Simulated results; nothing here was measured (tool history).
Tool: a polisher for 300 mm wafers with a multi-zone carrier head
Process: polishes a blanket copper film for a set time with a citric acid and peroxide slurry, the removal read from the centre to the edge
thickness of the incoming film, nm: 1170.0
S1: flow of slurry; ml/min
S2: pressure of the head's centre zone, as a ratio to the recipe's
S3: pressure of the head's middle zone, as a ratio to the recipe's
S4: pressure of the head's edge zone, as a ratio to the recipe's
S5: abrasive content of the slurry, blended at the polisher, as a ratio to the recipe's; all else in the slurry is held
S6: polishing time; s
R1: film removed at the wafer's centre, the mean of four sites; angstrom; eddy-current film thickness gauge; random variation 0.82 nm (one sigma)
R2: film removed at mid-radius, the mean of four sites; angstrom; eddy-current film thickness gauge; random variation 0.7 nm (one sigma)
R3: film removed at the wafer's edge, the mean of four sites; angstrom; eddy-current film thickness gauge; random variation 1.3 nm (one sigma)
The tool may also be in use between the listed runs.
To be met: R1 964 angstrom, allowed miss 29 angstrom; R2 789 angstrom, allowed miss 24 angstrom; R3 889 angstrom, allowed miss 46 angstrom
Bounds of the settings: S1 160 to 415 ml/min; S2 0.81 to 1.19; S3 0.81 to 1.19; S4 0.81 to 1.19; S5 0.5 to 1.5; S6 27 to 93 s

run	hour	S1	S2	S3	S4	S5	S6	R1	R2	R3
1	0	265	1	1	1	1	59	785.72	810.86	770.07
2	5.4	270	1.01	0.99	1.02	1	59	798.52	799.02	774.91
3	13.3	270	1.01	0.99	1.02	0.85	59	757.53	776.06	738.32
4	19.7	270	1.01	0.99	1.02	1	59	799.06	795.84	815.92
5	25.8	275	1.02	0.99	1.02	1	59	804.15	807.34	777.25
6	29	275	1.03	0.98	1.03	1.05	59	816.06	817.15	791.11
7	30.6	265	1.05	0.96	1.05	1.1	59	849.03	790.53	824.25
8	36.4	265	1.06	0.96	1.06	1.1	59	845.82	791.96	823.82
9	39.1	270	1.07	0.95	1.07	1.1	59	864.55	796.42	835.44
10	43.1	275	1.08	0.94	1.08	1.1	59	871.31	773.92	833.01
11	47.4	280	1.09	0.94	1.09	1.1	59	883.31	784.02	842.17
12	53.6	285	1.1	0.94	1.09	1.1	59	891.66	788.76	839.92
13	62.1	285	1.11	0.94	1.1	1.1	59	895.31	797.45	855.06

Which of these 5 next moves meets every target?
A	70.6	320	1.14	0.83	0.98	1.2	64	?	?	?
B	70.6	235	1.08	0.82	1	1.45	63	?	?	?
C	70.6	290	1.15	0.85	1.12	0.8	66	?	?	?
D	70.6	280	1.19	0.87	1.07	1.3	61	?	?	?
E	70.6	330	1.18	0.87	1.06	1	64	?	?	?

move	R1	R2	R3
A	1034.3	797.16	875.76
B	968.77	783.85	885.71
C	967.83	754.43	870.16
D	1033.1	793.23	877.85
E	1029.6	795.92	873.18
A: takes the result that was furthest off past its target
B: meets every target
C: brings the result that was furthest off to its target, and leaves another outside
D: takes the result that was furthest off past its target
E: takes the result that was furthest off past its target
Move B is the one to make.

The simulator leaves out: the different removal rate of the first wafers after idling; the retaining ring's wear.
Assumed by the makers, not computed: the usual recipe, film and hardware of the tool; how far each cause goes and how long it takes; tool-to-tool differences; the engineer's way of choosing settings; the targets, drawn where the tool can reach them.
